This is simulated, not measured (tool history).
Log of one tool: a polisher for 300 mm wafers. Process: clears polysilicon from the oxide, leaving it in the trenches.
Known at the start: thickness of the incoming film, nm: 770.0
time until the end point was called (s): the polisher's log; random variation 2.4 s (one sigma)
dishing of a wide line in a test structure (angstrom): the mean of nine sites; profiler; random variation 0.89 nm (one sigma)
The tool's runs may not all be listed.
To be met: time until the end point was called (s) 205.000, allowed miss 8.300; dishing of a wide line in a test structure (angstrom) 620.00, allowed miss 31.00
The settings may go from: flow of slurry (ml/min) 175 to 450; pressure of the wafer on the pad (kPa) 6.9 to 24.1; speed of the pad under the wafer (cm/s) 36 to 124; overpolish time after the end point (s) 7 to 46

run	day	flow of slurry (ml/min)	pressure of the wafer on the pad (kPa)	speed of the pad under the wafer (cm/s)	overpolish time after the end point (s)	time until the end point was called (s)	dishing of a wide line in a test structure (angstrom)
1	0.000	290	15.2	80	24	84.896	739.54
2	0.371	290	15.2	90	24	77.495	743.62
3	0.617	285	13.8	82	23	91.748	736.77
4	0.933	285	12.4	76	20	111.070	678.51
5	1.154	285	11.0	72	20	125.870	634.90
6	1.267	280	10.3	68	23	141.720	626.10
7	1.346	275	9.7	66	27	157.790	637.27
8	1.517	275	9.0	66	28	168.670	646.70
9	1.875	275	8.3	66	28	180.430	619.63
10	1.938	275	8.3	66	29	181.400	626.71
11	2.254	275	8.3	66	29	182.880	611.53
12	2.367	275	8.3	66	30	181.920	623.40
13	2.696	275	8.3	66	31	182.260	638.46

Which of these 5 next moves meets every target?
A	3.025	210	6.9	72	46	?	?
B	3.025	260	8.3	72	32	?	?
C	3.025	225	13.1	38	33	?	?
D	3.025	315	6.9	62	35	?	?
E	3.025	225	9.0	60	24	?	?

move	time until the end point was called (s)	dishing of a wide line in a test structure (angstrom)
A	202.780	702.75
B	168.450	665.14
C	204.270	625.43
D	226.360	613.97
E	188.880	559.96
A: brings the result that was furthest off to its target, and leaves another outside
B: further off than the last run
C: meets every target
D: takes the result that was furthest off past its target
E: nearer than the last run, and not there yet
Answer: C
